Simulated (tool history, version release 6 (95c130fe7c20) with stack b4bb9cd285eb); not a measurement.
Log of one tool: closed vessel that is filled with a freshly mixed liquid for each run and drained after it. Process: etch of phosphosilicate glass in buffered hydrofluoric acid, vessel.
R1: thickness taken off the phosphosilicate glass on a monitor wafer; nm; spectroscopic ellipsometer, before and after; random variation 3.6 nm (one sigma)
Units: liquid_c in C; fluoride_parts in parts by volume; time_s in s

Run 1, hour 0: liquid_c 21 C, fluoride_parts 8 parts by volume, time_s 85 s. Result: R1 490.59 nm.
Run 2, hour 4.7: liquid_c 21 C, fluoride_parts 8 parts by volume, time_s 95 s. Result: R1 537.4 nm.
Run 3, hour 13.5: liquid_c 20.5 C, fluoride_parts 8 parts by volume, time_s 95 s. Result: R1 525.81 nm.
Run 4, hour 18.4: liquid_c 20 C, fluoride_parts 8 parts by volume, time_s 95 s. Result: R1 508.1 nm.
Run 5, hour 20.6: liquid_c 19.5 C, fluoride_parts 8 parts by volume, time_s 95 s. Result: R1 499.05 nm.
Run 6, hour 23.2: liquid_c 19.5 C, fluoride_parts 6.5 parts by volume, time_s 95 s. Result: R1 613.39 nm.
Run 7, hour 28.9: liquid_c 19 C, fluoride_parts 6.5 parts by volume, time_s 95 s. Result: R1 594.36 nm.

Run 8 comes next. What will it give?
Run 8, hour 36.6: liquid_c 18 C, fluoride_parts 7.5 parts by volume, time_s 95 s. Result: R1 ?.

Run 8 gave R1 484.62 nm.

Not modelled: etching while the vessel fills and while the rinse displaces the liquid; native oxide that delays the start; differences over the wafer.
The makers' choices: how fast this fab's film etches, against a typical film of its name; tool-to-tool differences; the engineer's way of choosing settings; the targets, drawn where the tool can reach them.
